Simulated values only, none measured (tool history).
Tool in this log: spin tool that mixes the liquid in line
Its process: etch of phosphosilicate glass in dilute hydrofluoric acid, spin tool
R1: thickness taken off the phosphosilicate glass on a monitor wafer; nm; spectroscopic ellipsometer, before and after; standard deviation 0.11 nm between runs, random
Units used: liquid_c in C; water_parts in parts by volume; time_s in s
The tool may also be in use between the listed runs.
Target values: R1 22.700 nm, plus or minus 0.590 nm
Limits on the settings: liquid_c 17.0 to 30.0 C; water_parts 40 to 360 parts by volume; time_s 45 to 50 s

Run 1, hour 0.0: liquid_c 22.0 C, water_parts 200 parts by volume, time_s 45 s. Result: R1 26.474 nm.
Run 2, hour 4.9: liquid_c 22.0 C, water_parts 200 parts by volume, time_s 50 s. Result: R1 29.436 nm.
Run 3, hour 13.8: liquid_c 21.5 C, water_parts 200 parts by volume, time_s 50 s. Result: R1 28.963 nm.
Run 4, hour 19.9: liquid_c 21.5 C, water_parts 200 parts by volume, time_s 45 s. Result: R1 26.272 nm.
Run 5, hour 26.3: liquid_c 21.0 C, water_parts 200 parts by volume, time_s 45 s. Result: R1 25.887 nm.
Run 6, hour 27.8: liquid_c 21.0 C, water_parts 200 parts by volume, time_s 45 s. Result: R1 25.534 nm.
Run 7, hour 31.6: liquid_c 20.5 C, water_parts 200 parts by volume, time_s 45 s. Result: R1 25.113 nm.
Run 8, hour 35.4: liquid_c 20.0 C, water_parts 200 parts by volume, time_s 45 s. Result: R1 24.835 nm.
Run 9, hour 39.2: liquid_c 19.5 C, water_parts 200 parts by volume, time_s 45 s. Result: R1 24.120 nm.

Which one of the following 5 next-run settings gets every result inside its allowed miss? There is exactly one.
Run A, hour 43.0: liquid_c 17.5 C, water_parts 215 parts by volume, time_s 50 s. Result: R1 ?.
Run B, hour 43.0: liquid_c 22.5 C, water_parts 220 parts by volume, time_s 45 s. Result: R1 ?.
Run C, hour 43.0: liquid_c 20.5 C, water_parts 245 parts by volume, time_s 50 s. Result: R1 ?.
Run D, hour 43.0: liquid_c 24.5 C, water_parts 260 parts by volume, time_s 45 s. Result: R1 ?.
Run E, hour 43.0: liquid_c 19.5 C, water_parts 210 parts by volume, time_s 50 s. Result: R1 ?.

move      R1
   A  22.893
   B  24.260
   C  21.921
   D  21.189
   E  25.457
A: in spec on every target
B: moves away from the targets compared with the last run
C: pushes the last run's worst result past its target
D: pushes the last run's worst result past its target
E: moves away from the targets compared with the last run
Correct choice: A, which meets every target

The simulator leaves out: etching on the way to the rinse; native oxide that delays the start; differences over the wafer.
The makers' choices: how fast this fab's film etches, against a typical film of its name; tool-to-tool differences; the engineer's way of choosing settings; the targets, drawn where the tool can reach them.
